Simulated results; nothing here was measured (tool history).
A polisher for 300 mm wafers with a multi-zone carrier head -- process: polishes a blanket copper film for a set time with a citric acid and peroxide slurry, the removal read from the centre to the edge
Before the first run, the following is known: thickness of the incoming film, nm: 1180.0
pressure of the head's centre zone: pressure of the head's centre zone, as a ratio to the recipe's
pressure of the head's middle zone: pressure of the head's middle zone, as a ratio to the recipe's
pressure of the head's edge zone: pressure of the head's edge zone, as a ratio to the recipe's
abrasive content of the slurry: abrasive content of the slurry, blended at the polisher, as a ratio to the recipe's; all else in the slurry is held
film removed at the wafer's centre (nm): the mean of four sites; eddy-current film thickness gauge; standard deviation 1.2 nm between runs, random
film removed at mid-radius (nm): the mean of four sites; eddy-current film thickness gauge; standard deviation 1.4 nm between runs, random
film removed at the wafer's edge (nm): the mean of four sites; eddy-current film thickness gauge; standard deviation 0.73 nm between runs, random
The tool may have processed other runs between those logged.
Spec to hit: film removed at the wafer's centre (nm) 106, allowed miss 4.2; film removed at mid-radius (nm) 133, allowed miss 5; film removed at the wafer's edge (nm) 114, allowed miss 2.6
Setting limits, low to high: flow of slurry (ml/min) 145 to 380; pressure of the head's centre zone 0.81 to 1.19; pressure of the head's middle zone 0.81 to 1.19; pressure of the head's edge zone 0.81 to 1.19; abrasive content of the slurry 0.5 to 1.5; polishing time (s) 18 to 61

| run | hour | flow of slurry (ml/min) | pressure of the head's centre zone | pressure of the head's middle zone | pressure of the head's edge zone | abrasive content of the slurry | polishing time (s) | film removed at the wafer's centre (nm) | film removed at mid-radius (nm) | film removed at the wafer's edge (nm) |
|---|---|---|---|---|---|---|---|---|---|---|
| 1 | 0 | 245 | 1 | 1 | 1 | 1 | 39 | 80.672 | 83.069 | 81.703 |
| 2 | 2.6 | 255 | 0.99 | 1.05 | 1.02 | 1.15 | 41 | 88.737 | 91.395 | 89.052 |
| 3 | 9 | 260 | 0.95 | 1.09 | 1 | 1.2 | 43 | 87.655 | 101.7 | 93.585 |
| 4 | 10.2 | 260 | 0.95 | 1.05 | 1 | 1.2 | 43 | 88.884 | 97.915 | 94.12 |
| 5 | 13.9 | 270 | 0.94 | 1.09 | 1 | 1.25 | 44 | 89.189 | 102.24 | 96.669 |
| 6 | 18.6 | 265 | 0.94 | 1.11 | 0.98 | 1.3 | 46 | 94.309 | 108.25 | 100.74 |
| 7 | 21.7 | 275 | 0.94 | 1.13 | 0.98 | 1.25 | 47 | 96.395 | 116.49 | 102.08 |
| 8 | 27.8 | 285 | 0.94 | 1.15 | 1 | 1.25 | 47 | 95.971 | 116.57 | 103.22 |
| 9 | 29.1 | 290 | 0.94 | 1.16 | 1 | 1.25 | 48 | 101.37 | 121.62 | 104.34 |
| 10 | 35.5 | 295 | 0.93 | 1.17 | 1.01 | 1.3 | 49 | 103.18 | 122.42 | 110.11 |

Of the 5 settings listed for the next run, only one would bring every result within its allowed miss of target. Which one?
| A | 41.9 | 365 | 1.07 | 1.19 | 0.9 | 1.05 | 52 | ? | ? | ? |
| B | 41.9 | 350 | 1.01 | 1.16 | 0.96 | 1.2 | 52 | ? | ? | ? |
| C | 41.9 | 330 | 1.01 | 1.19 | 1.01 | 1.25 | 51 | ? | ? | ? |
| D | 41.9 | 325 | 1.02 | 1.19 | 0.88 | 1.2 | 52 | ? | ? | ? |
| E | 41.9 | 320 | 0.91 | 1.15 | 0.94 | 1.15 | 54 | ? | ? | ? |

| move | film removed at the wafer's centre (nm) | film removed at mid-radius (nm) | film removed at the wafer's edge (nm) |
|---|---|---|---|
| A | 121.87 | 130.15 | 107.98 |
| B | 117.21 | 130.12 | 113.48 |
| C | 115.15 | 130.49 | 114.26 |
| D | 117.54 | 131.91 | 108.6 |
| E | 107.78 | 132.2 | 115.16 |
A: meets the target for the result that was furthest off, but another lies outside its allowed miss
B: meets the target for the result that was furthest off, but another lies outside its allowed miss
C: meets the target for the result that was furthest off, but another lies outside its allowed miss
D: meets the target for the result that was furthest off, but another lies outside its allowed miss
E: each result inside its tolerance
Answer: E

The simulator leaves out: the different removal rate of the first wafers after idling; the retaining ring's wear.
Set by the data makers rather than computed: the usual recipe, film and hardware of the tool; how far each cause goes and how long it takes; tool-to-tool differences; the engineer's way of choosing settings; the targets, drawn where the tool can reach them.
